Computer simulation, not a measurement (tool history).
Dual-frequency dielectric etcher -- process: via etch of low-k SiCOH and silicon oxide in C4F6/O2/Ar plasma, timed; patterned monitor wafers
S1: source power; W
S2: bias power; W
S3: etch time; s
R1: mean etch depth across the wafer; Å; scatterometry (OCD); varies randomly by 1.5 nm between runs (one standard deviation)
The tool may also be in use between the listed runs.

| run | hour | S1 | S2 | S3 | R1 |
|---|---|---|---|---|---|
| 1 | 0.0 | 440 | 202 | 92 | 2548.9 |
| 2 | 5.0 | 410 | 202 | 92 | 2437.3 |
| 3 | 6.3 | 460 | 205 | 92 | 2626.9 |
| 4 | 15.0 | 490 | 206 | 92 | 2701.1 |
| 5 | 17.6 | 550 | 206 | 92 | 2830.3 |
| 6 | 20.1 | 550 | 239 | 92 | 3017.0 |

Run 7, settings as shown, results not yet in. Your forecast:
| 7 | 26.4 | 540 | 238 | 92 | ? |

Logged for run 7: R1 2991.6 Å.
